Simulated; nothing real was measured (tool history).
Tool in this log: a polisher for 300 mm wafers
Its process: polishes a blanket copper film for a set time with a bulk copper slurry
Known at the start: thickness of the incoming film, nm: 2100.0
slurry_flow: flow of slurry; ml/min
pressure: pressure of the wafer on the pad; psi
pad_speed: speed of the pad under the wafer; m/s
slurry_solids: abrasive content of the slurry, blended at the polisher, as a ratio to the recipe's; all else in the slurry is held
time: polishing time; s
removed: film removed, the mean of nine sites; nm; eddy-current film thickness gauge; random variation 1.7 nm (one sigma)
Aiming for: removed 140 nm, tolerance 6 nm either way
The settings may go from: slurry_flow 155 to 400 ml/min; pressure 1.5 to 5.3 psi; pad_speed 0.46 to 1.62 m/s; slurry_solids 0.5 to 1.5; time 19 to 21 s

| run | hour | slurry_flow | pressure | pad_speed | slurry_solids | time | removed |
|---|---|---|---|---|---|---|---|
| 1 | 0 | 255 | 3.4 | 1.04 | 1 | 21 | 193.07 |
| 2 | 1.1 | 255 | 3.3 | 1.04 | 1 | 21 | 195.4 |
| 3 | 8.9 | 220 | 3.3 | 1.04 | 1 | 21 | 189.79 |
| 4 | 9.9 | 220 | 3.3 | 1.04 | 1 | 21 | 191.57 |
| 5 | 16.3 | 220 | 3.3 | 1.04 | 1.2 | 21 | 203.42 |
| 6 | 18.6 | 220 | 3.2 | 1.04 | 1.2 | 21 | 199.22 |
| 7 | 21.1 | 220 | 2.2 | 1.02 | 1.2 | 21 | 158.9 |
| 8 | 29.8 | 220 | 2.1 | 1.02 | 1.2 | 21 | 157.09 |
| 9 | 33.4 | 220 | 2 | 1.02 | 1.2 | 21 | 150.32 |

Which of these 5 next moves meets every target?
| A | 37 | 200 | 2.3 | 0.9 | 1.05 | 20 | ? |
| B | 37 | 235 | 2.5 | 0.9 | 1.15 | 20 | ? |
| C | 37 | 210 | 2.2 | 1.1 | 1.2 | 19 | ? |
| D | 37 | 260 | 2.3 | 0.94 | 1.2 | 21 | ? |
| E | 37 | 305 | 2.3 | 0.92 | 1.2 | 21 | ? |

| move | removed |
|---|---|
| A | 132.37 |
| B | 144.77 |
| C | 156.08 |
| D | 155.32 |
| E | 154.5 |
A: pushes the last run's worst result past its target
B: each result inside its tolerance
C: further off than the last run
D: further off than the last run
E: further off than the last run
B is the move that brings every result within its allowed miss.
